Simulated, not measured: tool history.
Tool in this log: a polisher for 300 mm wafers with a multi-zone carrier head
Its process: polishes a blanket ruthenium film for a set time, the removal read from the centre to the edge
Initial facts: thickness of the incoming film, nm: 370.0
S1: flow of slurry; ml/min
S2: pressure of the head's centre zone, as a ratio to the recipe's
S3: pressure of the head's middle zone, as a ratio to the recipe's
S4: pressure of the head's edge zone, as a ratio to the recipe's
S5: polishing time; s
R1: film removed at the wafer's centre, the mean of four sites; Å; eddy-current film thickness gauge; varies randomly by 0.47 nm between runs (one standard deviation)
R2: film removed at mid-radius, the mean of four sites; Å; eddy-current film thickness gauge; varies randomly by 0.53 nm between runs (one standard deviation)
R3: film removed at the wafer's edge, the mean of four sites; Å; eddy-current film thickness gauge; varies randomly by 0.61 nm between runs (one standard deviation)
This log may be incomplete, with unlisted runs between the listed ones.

{"run": 1, "day": 0.0, "S1": 250, "S2": 1.0, "S3": 1.0, "S4": 1.0, "S5": 61, "R1": 608.42, "R2": 620.67, "R3": 598.27}
{"run": 2, "day": 0.158, "S1": 250, "S2": 1.0, "S3": 1.0, "S4": 1.03, "S5": 61, "R1": 609.02, "R2": 608.47, "R3": 606.6}
{"run": 3, "day": 0.388, "S1": 260, "S2": 1.01, "S3": 1.0, "S4": 1.03, "S5": 61, "R1": 621.29, "R2": 615.61, "R3": 609.32}
{"run": 4, "day": 0.617, "S1": 270, "S2": 1.02, "S3": 1.0, "S4": 1.03, "S5": 61, "R1": 632.86, "R2": 624.2, "R3": 605.46}
{"run": 5, "day": 0.808, "S1": 270, "S2": 1.02, "S3": 1.0, "S4": 1.03, "S5": 70, "R1": 717.63, "R2": 707.57, "R3": 698.03}
{"run": 6, "day": 0.838, "S1": 265, "S2": 1.02, "S3": 0.99, "S4": 1.02, "S5": 70, "R1": 717.18, "R2": 689.85, "R3": 684.02}

For run 7, what comes out?
{"run": 7, "day": 1.121, "S1": 260, "S2": 1.02, "S3": 0.98, "S4": 1.01, "S5": 70, "R1": "?", "R2": "?", "R3": "?"}

{"run 7": {"R1": 716.19, "R2": 691.82, "R3": 685.85}}

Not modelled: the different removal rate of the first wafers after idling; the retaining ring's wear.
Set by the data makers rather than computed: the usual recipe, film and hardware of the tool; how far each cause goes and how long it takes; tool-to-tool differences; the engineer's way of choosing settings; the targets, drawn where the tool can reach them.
